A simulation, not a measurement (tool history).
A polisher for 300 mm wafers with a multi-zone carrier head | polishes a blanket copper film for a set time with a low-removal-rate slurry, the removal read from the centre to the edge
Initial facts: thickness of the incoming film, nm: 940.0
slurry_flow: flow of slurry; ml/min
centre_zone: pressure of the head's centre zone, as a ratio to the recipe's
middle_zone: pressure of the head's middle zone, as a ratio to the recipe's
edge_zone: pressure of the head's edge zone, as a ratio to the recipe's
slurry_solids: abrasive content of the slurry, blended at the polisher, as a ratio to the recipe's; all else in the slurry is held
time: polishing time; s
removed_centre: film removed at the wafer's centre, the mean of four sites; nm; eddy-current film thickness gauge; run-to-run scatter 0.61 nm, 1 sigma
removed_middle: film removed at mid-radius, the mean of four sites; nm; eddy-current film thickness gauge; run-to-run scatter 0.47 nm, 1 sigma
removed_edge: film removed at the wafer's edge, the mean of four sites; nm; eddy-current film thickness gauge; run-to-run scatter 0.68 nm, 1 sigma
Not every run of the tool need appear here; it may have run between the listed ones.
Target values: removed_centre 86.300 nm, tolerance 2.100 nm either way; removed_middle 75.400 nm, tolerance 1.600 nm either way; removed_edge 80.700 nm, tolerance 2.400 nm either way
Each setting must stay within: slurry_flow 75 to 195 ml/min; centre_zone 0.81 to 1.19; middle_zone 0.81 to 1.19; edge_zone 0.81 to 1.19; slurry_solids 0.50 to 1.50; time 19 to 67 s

Run 1, hour 0.0: slurry_flow 125 ml/min, centre_zone 1.00, middle_zone 1.00, edge_zone 1.00, slurry_solids 1.00, time 43 s. Result: removed_centre 94.536 nm, removed_middle 95.539 nm, removed_edge 94.552 nm.
Run 2, hour 5.9: slurry_flow 125 ml/min, centre_zone 1.00, middle_zone 1.00, edge_zone 1.04, slurry_solids 1.00, time 43 s. Result: removed_centre 92.660 nm, removed_middle 95.740 nm, removed_edge 99.533 nm.
Run 3, hour 11.0: slurry_flow 125 ml/min, centre_zone 1.00, middle_zone 1.00, edge_zone 1.04, slurry_solids 1.10, time 43 s. Result: removed_centre 96.504 nm, removed_middle 97.988 nm, removed_edge 99.655 nm.
Run 4, hour 12.5: slurry_flow 125 ml/min, centre_zone 1.00, middle_zone 0.94, edge_zone 1.04, slurry_solids 1.10, time 43 s. Result: removed_centre 96.412 nm, removed_middle 93.667 nm, removed_edge 100.990 nm.
Run 5, hour 16.8: slurry_flow 115 ml/min, centre_zone 1.00, middle_zone 0.92, edge_zone 1.01, slurry_solids 1.05, time 43 s. Result: removed_centre 91.937 nm, removed_middle 88.983 nm, removed_edge 96.783 nm.
Run 6, hour 21.2: slurry_flow 110 ml/min, centre_zone 1.01, middle_zone 0.90, edge_zone 0.98, slurry_solids 1.05, time 43 s. Result: removed_centre 93.585 nm, removed_middle 85.414 nm, removed_edge 94.116 nm.
Run 7, hour 23.4: slurry_flow 105 ml/min, centre_zone 1.01, middle_zone 0.90, edge_zone 0.96, slurry_solids 1.05, time 43 s. Result: removed_centre 92.317 nm, removed_middle 85.187 nm, removed_edge 93.471 nm.
Run 8, hour 26.8: slurry_flow 100 ml/min, centre_zone 1.01, middle_zone 0.89, edge_zone 0.93, slurry_solids 1.00, time 43 s. Result: removed_centre 90.017 nm, removed_middle 81.578 nm, removed_edge 89.373 nm.
Run 9, hour 28.1: slurry_flow 95 ml/min, centre_zone 1.01, middle_zone 0.89, edge_zone 0.91, slurry_solids 1.00, time 43 s. Result: removed_centre 88.276 nm, removed_middle 80.000 nm, removed_edge 87.694 nm.
Run 10, hour 29.4: slurry_flow 90 ml/min, centre_zone 1.01, middle_zone 0.89, edge_zone 0.89, slurry_solids 1.00, time 43 s. Result: removed_centre 85.933 nm, removed_middle 80.306 nm, removed_edge 85.132 nm.
Run 11, hour 30.6: slurry_flow 90 ml/min, centre_zone 1.02, middle_zone 0.88, edge_zone 0.88, slurry_solids 1.00, time 43 s. Result: removed_centre 87.123 nm, removed_middle 79.522 nm, removed_edge 84.095 nm.
Run 12, hour 31.3: slurry_flow 90 ml/min, centre_zone 1.02, middle_zone 0.87, edge_zone 0.88, slurry_solids 1.00, time 43 s. Result: removed_centre 86.846 nm, removed_middle 78.672 nm, removed_edge 84.349 nm.
Run 13, hour 35.8: slurry_flow 90 ml/min, centre_zone 1.03, middle_zone 0.87, edge_zone 0.87, slurry_solids 1.00, time 43 s. Result: removed_centre 87.383 nm, removed_middle 78.855 nm, removed_edge 84.362 nm.
Run 14, hour 42.5: slurry_flow 90 ml/min, centre_zone 1.03, middle_zone 0.87, edge_zone 0.87, slurry_solids 1.00, time 43 s. Result: removed_centre 86.995 nm, removed_middle 77.927 nm, removed_edge 85.290 nm.
Run 15, hour 50.3: slurry_flow 90 ml/min, centre_zone 1.04, middle_zone 0.87, edge_zone 0.86, slurry_solids 1.00, time 43 s. Result: removed_centre 89.900 nm, removed_middle 78.644 nm, removed_edge 85.442 nm.
Run 16, hour 58.8: slurry_flow 90 ml/min, centre_zone 1.04, middle_zone 0.87, edge_zone 0.85, slurry_solids 1.00, time 43 s. Result: removed_centre 88.622 nm, removed_middle 78.910 nm, removed_edge 84.385 nm.
Run 17, hour 61.9: slurry_flow 90 ml/min, centre_zone 1.04, middle_zone 0.87, edge_zone 0.84, slurry_solids 1.00, time 43 s. Result: removed_centre 89.467 nm, removed_middle 78.672 nm, removed_edge 84.376 nm.
Run 18, hour 65.4: slurry_flow 90 ml/min, centre_zone 1.04, middle_zone 0.87, edge_zone 0.83, slurry_solids 1.00, time 43 s. Result: removed_centre 88.469 nm, removed_middle 78.386 nm, removed_edge 82.572 nm.

Which of these 5 next moves meets every target?
Run A, hour 68.9: slurry_flow 80 ml/min, centre_zone 1.04, middle_zone 0.93, edge_zone 0.81, slurry_solids 1.25, time 41 s. Result: removed_centre ?, removed_middle ?, removed_edge ?.
Run B, hour 68.9: slurry_flow 85 ml/min, centre_zone 1.07, middle_zone 0.87, edge_zone 0.89, slurry_solids 1.05, time 43 s. Result: removed_centre ?, removed_middle ?, removed_edge ?.
Run C, hour 68.9: slurry_flow 90 ml/min, centre_zone 1.10, middle_zone 0.82, edge_zone 0.82, slurry_solids 1.40, time 39 s. Result: removed_centre ?, removed_middle ?, removed_edge ?.
Run D, hour 68.9: slurry_flow 90 ml/min, centre_zone 1.03, middle_zone 0.85, edge_zone 0.81, slurry_solids 1.00, time 42 s. Result: removed_centre ?, removed_middle ?, removed_edge ?.
Run E, hour 68.9: slurry_flow 115 ml/min, centre_zone 1.07, middle_zone 0.97, edge_zone 0.81, slurry_solids 1.05, time 39 s. Result: removed_centre ?, removed_middle ?, removed_edge ?.

move  removed_centre  removed_middle  removed_edge
   A          86.857          80.959        82.166
   B          91.098          77.848        86.645
   C          93.779          74.067        83.030
   D          86.028          74.778        80.899
   E          90.440          83.539        79.294
A: moves away from the targets compared with the last run
B: moves away from the targets compared with the last run
C: brings the last run's worst result on target, with another outside its allowed miss
D: every result within its allowed miss
E: moves away from the targets compared with the last run
Move D is the one to make.

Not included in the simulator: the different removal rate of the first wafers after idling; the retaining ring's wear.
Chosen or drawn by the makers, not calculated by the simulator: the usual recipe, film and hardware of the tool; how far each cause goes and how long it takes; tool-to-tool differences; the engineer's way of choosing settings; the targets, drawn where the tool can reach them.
